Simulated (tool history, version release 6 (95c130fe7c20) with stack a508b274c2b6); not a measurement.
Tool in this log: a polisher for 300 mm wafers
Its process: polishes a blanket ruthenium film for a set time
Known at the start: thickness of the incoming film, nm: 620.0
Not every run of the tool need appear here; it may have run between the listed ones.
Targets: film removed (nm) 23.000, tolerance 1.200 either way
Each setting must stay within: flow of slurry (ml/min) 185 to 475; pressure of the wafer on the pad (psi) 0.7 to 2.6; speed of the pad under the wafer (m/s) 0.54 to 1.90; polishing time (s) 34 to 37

run	hour	flow of slurry (ml/min)	pressure of the wafer on the pad (psi)	speed of the pad under the wafer (m/s)	polishing time (s)	film removed (nm)
1	0.0	305	1.6	1.22	37	37.202
2	7.3	305	1.5	1.22	37	33.763
3	15.9	305	1.5	1.38	37	37.695
4	22.5	305	1.4	1.38	37	35.329
5	26.6	305	1.3	1.38	37	33.224
6	32.7	305	1.3	1.38	34	30.780
7	33.9	305	1.2	1.38	34	29.232
8	39.5	305	0.8	1.34	34	18.634
9	40.2	305	0.9	1.34	34	21.153

5 next moves are on the table. One of them brings every result within its allowed miss. Which?
A	40.9	265	0.9	1.20	35	?
B	40.9	355	0.7	1.44	37	?
C	40.9	405	1.1	1.10	37	?
D	40.9	365	0.8	1.34	34	?
E	40.9	475	0.8	1.24	37	?

move	film removed (nm)
A	19.570
B	19.800
C	23.535
D	19.254
E	19.683
A: further off than the last run
B: further off than the last run
C: each result inside its tolerance
D: further off than the last run
E: further off than the last run
The move that meets every target is C.

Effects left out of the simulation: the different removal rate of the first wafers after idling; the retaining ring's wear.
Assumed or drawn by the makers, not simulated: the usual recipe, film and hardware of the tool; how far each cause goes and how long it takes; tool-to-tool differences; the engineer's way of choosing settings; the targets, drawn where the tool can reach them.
